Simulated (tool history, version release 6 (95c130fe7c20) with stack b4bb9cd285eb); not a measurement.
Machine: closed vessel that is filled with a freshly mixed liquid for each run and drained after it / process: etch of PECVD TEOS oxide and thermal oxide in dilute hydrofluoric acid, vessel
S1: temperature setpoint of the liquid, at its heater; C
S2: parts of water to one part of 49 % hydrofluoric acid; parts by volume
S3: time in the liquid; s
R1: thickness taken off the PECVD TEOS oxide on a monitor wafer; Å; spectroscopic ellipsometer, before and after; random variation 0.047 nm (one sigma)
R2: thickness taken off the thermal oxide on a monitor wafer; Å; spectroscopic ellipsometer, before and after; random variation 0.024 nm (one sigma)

Run 1, hour 0: S1 20 C, S2 295 parts by volume, S3 480 s. Result: R1 98.808 Å, R2 55.937 Å.
Run 2, hour 8.3: S1 19.5 C, S2 310 parts by volume, S3 480 s. Result: R1 90.842 Å, R2 52.404 Å.
Run 3, hour 16.2: S1 19.5 C, S2 325 parts by volume, S3 480 s. Result: R1 83.969 Å, R2 48.86 Å.
Run 4, hour 23.4: S1 19.5 C, S2 335 parts by volume, S3 475 s. Result: R1 81.74 Å, R2 46.42 Å.
Run 5, hour 31.5: S1 19 C, S2 345 parts by volume, S3 475 s. Result: R1 77.387 Å, R2 44.146 Å.
Run 6, hour 38.4: S1 22.5 C, S2 345 parts by volume, S3 475 s. Result: R1 87.228 Å, R2 50.024 Å.

What does the tool deliver on the next run?
Run 7, hour 43: S1 21.5 C, S2 350 parts by volume, S3 475 s. Result: R1 ?, R2 ?.

{"run 7": {"R1": 82.705, "R2": 47.715}}

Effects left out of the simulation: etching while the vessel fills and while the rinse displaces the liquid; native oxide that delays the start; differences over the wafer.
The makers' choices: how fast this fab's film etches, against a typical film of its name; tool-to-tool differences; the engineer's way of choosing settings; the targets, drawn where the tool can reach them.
